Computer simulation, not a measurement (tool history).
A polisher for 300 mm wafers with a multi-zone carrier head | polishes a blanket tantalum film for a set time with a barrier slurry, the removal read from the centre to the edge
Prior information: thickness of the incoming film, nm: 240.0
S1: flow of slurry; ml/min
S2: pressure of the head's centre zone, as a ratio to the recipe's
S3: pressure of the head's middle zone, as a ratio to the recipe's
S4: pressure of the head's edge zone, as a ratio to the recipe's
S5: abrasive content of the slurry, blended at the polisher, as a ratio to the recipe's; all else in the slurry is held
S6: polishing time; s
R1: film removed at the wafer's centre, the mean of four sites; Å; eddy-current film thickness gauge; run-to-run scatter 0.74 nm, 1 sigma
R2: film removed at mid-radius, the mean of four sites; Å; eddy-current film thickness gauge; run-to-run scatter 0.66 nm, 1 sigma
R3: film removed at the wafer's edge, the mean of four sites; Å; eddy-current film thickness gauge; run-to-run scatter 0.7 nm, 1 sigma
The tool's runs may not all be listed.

run,hour,S1,S2,S3,S4,S5,S6,R1,R2,R3
1,0,155,1,1,1,1,69,997.34,968.43,982.17
2,9,150,1.02,0.96,0.96,0.85,64,889.34,839.03,855.82
3,12.1,145,1.05,0.92,0.93,0.75,60,809.47,748.28,754.11
4,20.7,135,1.08,0.88,0.93,0.65,58,761.66,632.18,697.76
5,26.8,135,1.17,0.88,0.93,0.65,58,819.96,643.7,702.02
6,30.6,125,1.15,0.87,0.9,0.6,58,788.4,614.8,644.43

What will run 7 give?
7,39.2,120,1.13,0.87,0.91,0.6,58,?,?,?

R1: 744.46 Å
R2: 587.75 Å
R3: 660.6 Å

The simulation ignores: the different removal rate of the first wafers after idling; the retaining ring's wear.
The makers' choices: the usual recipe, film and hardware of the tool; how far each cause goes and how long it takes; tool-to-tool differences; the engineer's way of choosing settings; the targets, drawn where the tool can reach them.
